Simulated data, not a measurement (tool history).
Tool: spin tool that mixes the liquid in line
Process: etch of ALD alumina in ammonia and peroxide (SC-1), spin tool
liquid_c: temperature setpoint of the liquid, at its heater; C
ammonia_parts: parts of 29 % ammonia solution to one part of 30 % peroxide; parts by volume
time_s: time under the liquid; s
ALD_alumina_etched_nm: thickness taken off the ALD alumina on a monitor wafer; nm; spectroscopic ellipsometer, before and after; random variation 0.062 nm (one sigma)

Run 1, day 0.000: liquid_c 51.0 C, ammonia_parts 0.45 parts by volume, time_s 265 s. Result: ALD_alumina_etched_nm 11.395 nm.
Run 2, day 0.312: liquid_c 51.0 C, ammonia_parts 0.45 parts by volume, time_s 265 s. Result: ALD_alumina_etched_nm 11.467 nm.
Run 3, day 0.371: liquid_c 51.0 C, ammonia_parts 0.55 parts by volume, time_s 265 s. Result: ALD_alumina_etched_nm 11.724 nm.
Run 4, day 0.646: liquid_c 51.0 C, ammonia_parts 0.55 parts by volume, time_s 265 s. Result: ALD_alumina_etched_nm 11.706 nm.
Run 5, day 0.921: liquid_c 52.0 C, ammonia_parts 0.55 parts by volume, time_s 265 s. Result: ALD_alumina_etched_nm 12.283 nm.
Run 6, day 1.283: liquid_c 52.0 C, ammonia_parts 0.55 parts by volume, time_s 265 s. Result: ALD_alumina_etched_nm 12.445 nm.
Run 7, day 1.417: liquid_c 53.0 C, ammonia_parts 0.55 parts by volume, time_s 265 s. Result: ALD_alumina_etched_nm 13.058 nm.
Run 8, day 1.608: liquid_c 54.0 C, ammonia_parts 0.55 parts by volume, time_s 265 s. Result: ALD_alumina_etched_nm 13.787 nm.

Forecast run 9:
Run 9, day 1.921: liquid_c 54.5 C, ammonia_parts 0.55 parts by volume, time_s 265 s. Result: ALD_alumina_etched_nm ?.

{"run 9": {"ALD_alumina_etched_nm": 14.166}}
